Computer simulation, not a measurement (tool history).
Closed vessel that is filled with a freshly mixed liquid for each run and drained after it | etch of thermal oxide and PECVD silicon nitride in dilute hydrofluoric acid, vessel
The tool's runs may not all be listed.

run	hour	temperature setpoint of the liquid (°C)	parts of water to one part of 49 % hydrofluoric acid (parts by volume)	time in the liquid (s)	thickness taken off the thermal oxide on a monitor wafer (nm)	thickness taken off the PECVD silicon nitride on a monitor wafer (nm)
1	0.0	22.0	165	170	4.7784	2.2807
2	5.8	22.0	165	220	6.2087	3.0091
3	7.4	22.0	165	265	7.4341	3.6540
4	16.6	23.0	160	265	8.0169	3.9214
5	23.7	20.5	160	265	7.2684	3.4410
6	32.1	18.5	160	265	6.7338	2.9911

The next listed run, before its measurement:
7	39.7	22.5	135	260	?	?

Run 7 gave thickness taken off the thermal oxide on a monitor wafer (nm) 9.4669, thickness taken off the PECVD silicon nitride on a monitor wafer (nm) 4.5279.
